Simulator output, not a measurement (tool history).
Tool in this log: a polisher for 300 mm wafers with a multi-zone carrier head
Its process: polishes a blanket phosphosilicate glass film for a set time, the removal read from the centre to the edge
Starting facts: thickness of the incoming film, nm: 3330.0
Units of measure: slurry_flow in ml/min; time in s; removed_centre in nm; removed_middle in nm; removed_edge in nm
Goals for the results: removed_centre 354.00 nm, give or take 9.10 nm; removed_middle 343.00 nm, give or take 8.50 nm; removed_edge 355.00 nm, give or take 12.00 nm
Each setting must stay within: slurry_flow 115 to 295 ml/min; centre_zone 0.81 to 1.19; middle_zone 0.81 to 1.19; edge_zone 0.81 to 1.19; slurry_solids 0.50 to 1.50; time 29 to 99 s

run 1 hour=0.0 | slurry_flow=190 centre_zone=1.00 middle_zone=1.00 edge_zone=1.00 slurry_solids=1.00 time=64 | removed_centre=665.97 removed_middle=677.51 removed_edge=739.87
run 2 hour=5.5 | slurry_flow=190 centre_zone=1.00 middle_zone=0.99 edge_zone=0.97 slurry_solids=0.90 time=60 | removed_centre=603.59 removed_middle=594.05 removed_edge=654.96
run 3 hour=14.5 | slurry_flow=190 centre_zone=1.04 middle_zone=0.99 edge_zone=0.97 slurry_solids=0.90 time=60 | removed_centre=620.49 removed_middle=600.29 removed_edge=660.78
run 4 hour=16.7 | slurry_flow=190 centre_zone=1.04 middle_zone=0.99 edge_zone=0.97 slurry_solids=0.90 time=66 | removed_centre=677.01 removed_middle=663.18 removed_edge=724.71
-- hour=24.4 edge zone pressure recalibrated
run 5 hour=24.4 | slurry_flow=235 centre_zone=1.04 middle_zone=0.99 edge_zone=0.97 slurry_solids=0.90 time=66 | removed_centre=692.29 removed_middle=669.84 removed_edge=685.94
run 6 hour=32.2 | slurry_flow=235 centre_zone=1.04 middle_zone=0.99 edge_zone=0.97 slurry_solids=0.90 time=76 | removed_centre=807.31 removed_middle=781.21 removed_edge=783.38
run 7 hour=36.7 | slurry_flow=245 centre_zone=1.02 middle_zone=0.98 edge_zone=0.95 slurry_solids=0.85 time=71 | removed_centre=721.87 removed_middle=698.17 removed_edge=712.94
run 8 hour=43.1 | slurry_flow=255 centre_zone=1.01 middle_zone=0.98 edge_zone=0.93 slurry_solids=0.80 time=66 | removed_centre=649.41 removed_middle=642.80 removed_edge=646.41
run 9 hour=50.2 | slurry_flow=260 centre_zone=1.01 middle_zone=0.97 edge_zone=0.92 slurry_solids=0.75 time=61 | removed_centre=584.82 removed_middle=568.41 removed_edge=575.34
run 10 hour=55.6 | slurry_flow=215 centre_zone=0.93 middle_zone=0.89 edge_zone=0.82 slurry_solids=0.50 time=43 | removed_centre=312.52 removed_middle=299.45 removed_edge=311.74
run 11 hour=63.2 | slurry_flow=220 centre_zone=0.94 middle_zone=0.90 edge_zone=0.84 slurry_solids=0.50 time=43 | removed_centre=311.68 removed_middle=303.63 removed_edge=315.86
run 12 hour=66.5 | slurry_flow=225 centre_zone=0.95 middle_zone=0.91 edge_zone=0.86 slurry_solids=0.50 time=43 | removed_centre=319.10 removed_middle=303.78 removed_edge=316.62
run 13 hour=73.8 | slurry_flow=225 centre_zone=0.96 middle_zone=0.92 edge_zone=0.88 slurry_solids=0.50 time=43 | removed_centre=320.67 removed_middle=311.85 removed_edge=324.52
run 14 hour=76.8 | slurry_flow=230 centre_zone=0.97 middle_zone=0.93 edge_zone=0.89 slurry_solids=0.50 time=43 | removed_centre=322.02 removed_middle=314.38 removed_edge=325.79
run 15 hour=77.7 | slurry_flow=235 centre_zone=0.98 middle_zone=0.94 edge_zone=0.90 slurry_solids=0.50 time=43 | removed_centre=325.67 removed_middle=318.81 removed_edge=328.56
run 16 hour=83.9 | slurry_flow=240 centre_zone=0.99 middle_zone=0.95 edge_zone=0.91 slurry_solids=0.50 time=43 | removed_centre=332.56 removed_middle=320.76 removed_edge=326.58
run 17 hour=86.9 | slurry_flow=240 centre_zone=0.99 middle_zone=0.95 edge_zone=0.92 slurry_solids=0.50 time=43 | removed_centre=331.42 removed_middle=317.93 removed_edge=328.60
run 18 hour=92.7 | slurry_flow=240 centre_zone=1.00 middle_zone=0.96 edge_zone=0.93 slurry_solids=0.50 time=43 | removed_centre=339.20 removed_middle=321.39 removed_edge=338.70

4 candidate next runs follow, results not yet known. Just one meets every target within its allowed miss. Identify it.
run A hour=98.5 | slurry_flow=180 centre_zone=1.05 middle_zone=0.83 edge_zone=1.03 slurry_solids=0.55 time=47 | removed_centre=? removed_middle=? removed_edge=?
run B hour=98.5 | slurry_flow=265 centre_zone=0.98 middle_zone=0.95 edge_zone=0.92 slurry_solids=0.60 time=42 | removed_centre=? removed_middle=? removed_edge=?
run C hour=98.5 | slurry_flow=270 centre_zone=0.85 middle_zone=0.95 edge_zone=0.95 slurry_solids=0.60 time=44 | removed_centre=? removed_middle=? removed_edge=?
run D hour=98.5 | slurry_flow=255 centre_zone=1.04 middle_zone=1.01 edge_zone=0.85 slurry_solids=0.60 time=40 | removed_centre=? removed_middle=? removed_edge=?

move=A removed_centre=383.07 removed_middle=321.32 removed_edge=387.15
move=B removed_centre=352.05 removed_middle=347.47 removed_edge=350.79
move=C removed_centre=330.45 removed_middle=364.78 removed_edge=373.50
move=D removed_centre=350.48 removed_middle=347.21 removed_edge=321.21
A: its largest miss is bigger than the last run's
B: in spec on every target
C: the result that was furthest off in the last run now lies on the other side of its target
D: puts the biggest miss on target and leaves a different result outside tolerance
The right move is B.
